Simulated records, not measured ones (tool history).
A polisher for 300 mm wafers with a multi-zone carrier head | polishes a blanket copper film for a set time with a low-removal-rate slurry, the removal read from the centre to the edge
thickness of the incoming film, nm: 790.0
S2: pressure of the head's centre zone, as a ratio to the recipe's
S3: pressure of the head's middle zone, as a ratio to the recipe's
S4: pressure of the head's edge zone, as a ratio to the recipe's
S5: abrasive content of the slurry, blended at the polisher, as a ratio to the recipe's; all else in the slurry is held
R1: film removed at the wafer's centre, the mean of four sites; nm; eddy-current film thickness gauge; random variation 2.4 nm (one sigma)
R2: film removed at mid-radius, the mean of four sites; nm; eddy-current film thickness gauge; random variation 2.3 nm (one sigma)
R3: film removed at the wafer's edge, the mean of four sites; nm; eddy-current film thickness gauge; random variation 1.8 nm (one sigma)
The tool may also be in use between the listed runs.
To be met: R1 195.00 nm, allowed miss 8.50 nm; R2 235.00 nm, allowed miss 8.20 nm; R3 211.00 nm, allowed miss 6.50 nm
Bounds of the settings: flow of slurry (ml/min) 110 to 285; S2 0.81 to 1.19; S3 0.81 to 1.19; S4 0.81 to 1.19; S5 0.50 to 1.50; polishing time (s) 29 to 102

{"run": 1, "hour": 0.0, "flow of slurry (ml/min)": 180, "S2": 1.0, "S3": 1.0, "S4": 1.0, "S5": 1.0, "polishing time (s)": 65, "R1": 169.8, "R2": 170.62, "R3": 172.2}
{"run": 2, "hour": 8.5, "flow of slurry (ml/min)": 180, "S2": 1.0, "S3": 1.0, "S4": 1.0, "S5": 1.05, "polishing time (s)": 65, "R1": 170.95, "R2": 172.1, "R3": 173.93}
{"run": 3, "hour": 14.5, "flow of slurry (ml/min)": 195, "S2": 1.0, "S3": 1.06, "S4": 1.03, "S5": 1.15, "polishing time (s)": 66, "R1": 178.71, "R2": 187.59, "R3": 180.51}
{"run": 4, "hour": 19.9, "flow of slurry (ml/min)": 160, "S2": 1.0, "S3": 1.06, "S4": 1.03, "S5": 1.15, "polishing time (s)": 66, "R1": 172.86, "R2": 184.27, "R3": 178.41}
{"run": 5, "hour": 24.5, "flow of slurry (ml/min)": 170, "S2": 0.99, "S3": 1.1, "S4": 1.06, "S5": 1.25, "polishing time (s)": 68, "R1": 178.24, "R2": 197.62, "R3": 188.31}
{"run": 6, "hour": 32.7, "flow of slurry (ml/min)": 170, "S2": 0.99, "S3": 1.1, "S4": 0.98, "S5": 1.25, "polishing time (s)": 68, "R1": 179.26, "R2": 200.18, "R3": 180.82}
{"run": 7, "hour": 36.1, "flow of slurry (ml/min)": 180, "S2": 0.98, "S3": 1.12, "S4": 1.02, "S5": 1.35, "polishing time (s)": 69, "R1": 184.85, "R2": 207.71, "R3": 194.62}
{"run": 8, "hour": 42.4, "flow of slurry (ml/min)": 230, "S2": 0.95, "S3": 1.19, "S4": 1.02, "S5": 1.5, "polishing time (s)": 70, "R1": 193.45, "R2": 237.66, "R3": 203.41}
{"run": 9, "hour": 49.2, "flow of slurry (ml/min)": 230, "S2": 0.95, "S3": 1.18, "S4": 1.03, "S5": 1.5, "polishing time (s)": 70, "R1": 196.87, "R2": 233.09, "R3": 201.59}

5 next moves are on the table. One of them brings every result within its allowed miss. Which?
{"run": "A", "hour": 56.0, "flow of slurry (ml/min)": 285, "S2": 1.02, "S3": 1.19, "S4": 0.95, "S5": 1.35, "polishing time (s)": 69, "R1": "?", "R2": "?", "R3": "?"}
{"run": "B", "hour": 56.0, "flow of slurry (ml/min)": 285, "S2": 0.99, "S3": 1.18, "S4": 1.02, "S5": 1.4, "polishing time (s)": 67, "R1": "?", "R2": "?", "R3": "?"}
{"run": "C", "hour": 56.0, "flow of slurry (ml/min)": 205, "S2": 0.94, "S3": 1.16, "S4": 1.05, "S5": 1.5, "polishing time (s)": 72, "R1": "?", "R2": "?", "R3": "?"}
{"run": "D", "hour": 56.0, "flow of slurry (ml/min)": 235, "S2": 0.9, "S3": 1.19, "S4": 0.93, "S5": 1.5, "polishing time (s)": 71, "R1": "?", "R2": "?", "R3": "?"}
{"run": "E", "hour": 56.0, "flow of slurry (ml/min)": 240, "S2": 1.03, "S3": 1.16, "S4": 0.95, "S5": 1.5, "polishing time (s)": 69, "R1": "?", "R2": "?", "R3": "?"}

move=A R1=205.66 R2=234.83 R3=194.20
move=B R1=195.80 R2=227.59 R3=196.18
move=C R1=194.60 R2=233.82 R3=209.63
move=D R1=189.06 R2=240.24 R3=197.67
move=E R1=206.11 R2=228.84 R3=194.49
A: further off than the last run
B: further off than the last run
C: meets every target
D: further off than the last run
E: further off than the last run
Move C is the one to make.
